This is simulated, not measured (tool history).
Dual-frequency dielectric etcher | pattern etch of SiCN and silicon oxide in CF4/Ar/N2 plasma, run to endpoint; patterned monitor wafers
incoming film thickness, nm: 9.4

run	day	source power (W)	bias power (W)	Ar flow (sccm)	CF4 flow (sccm)	endpoint time (s)
1	0	560	70	133	44	9.8904
2	0.108	580	70	133	44	9.6909
3	0.446	530	70	133	44	10.13
4	0.646	530	70	119	44	9.9099
5	0.925	620	70	119	44	9.128
6	1.05	620	70	119	38	9.3088
7	1.238	640	71	118	38	9.1039
8	1.342	660	72	117	38	8.7496

Forecast run 9:
9	1.508	680	72	117	38	?

endpoint time (s): 8.5294

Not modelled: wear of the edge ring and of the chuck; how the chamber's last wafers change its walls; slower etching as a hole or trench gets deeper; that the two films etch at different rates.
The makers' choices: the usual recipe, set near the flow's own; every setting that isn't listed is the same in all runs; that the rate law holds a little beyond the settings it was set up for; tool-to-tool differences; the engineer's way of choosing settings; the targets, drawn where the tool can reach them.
